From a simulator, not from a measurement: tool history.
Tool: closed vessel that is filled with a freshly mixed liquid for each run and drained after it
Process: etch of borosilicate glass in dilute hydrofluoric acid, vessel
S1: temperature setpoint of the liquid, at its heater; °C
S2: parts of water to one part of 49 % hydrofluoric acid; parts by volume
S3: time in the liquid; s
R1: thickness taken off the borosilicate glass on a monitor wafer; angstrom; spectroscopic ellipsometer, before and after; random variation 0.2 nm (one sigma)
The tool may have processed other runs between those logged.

{"run": 1, "hour": 0.0, "S1": 21, "S2": 205, "S3": 200, "R1": 187.63}
{"run": 2, "hour": 8.3, "S1": 21, "S2": 175, "S3": 200, "R1": 231.19}
{"run": 3, "hour": 9.4, "S1": 24, "S2": 175, "S3": 200, "R1": 257.01}
{"run": 4, "hour": 12.2, "S1": 21, "S2": 175, "S3": 200, "R1": 230.28}
{"run": 5, "hour": 14.0, "S1": 21, "S2": 175, "S3": 200, "R1": 230.51}
{"run": 6, "hour": 14.6, "S1": 22, "S2": 175, "S3": 200, "R1": 239.6}
{"run": 7, "hour": 20.9, "S1": 22.5, "S2": 175, "S3": 200, "R1": 243.9}
{"run": 8, "hour": 22.1, "S1": 23, "S2": 175, "S3": 200, "R1": 249.92}

What will run 9 give?
{"run": 9, "hour": 30.0, "S1": 23.5, "S2": 175, "S3": 200, "R1": "?"}

Logged for run 9: R1 252.97 angstrom.
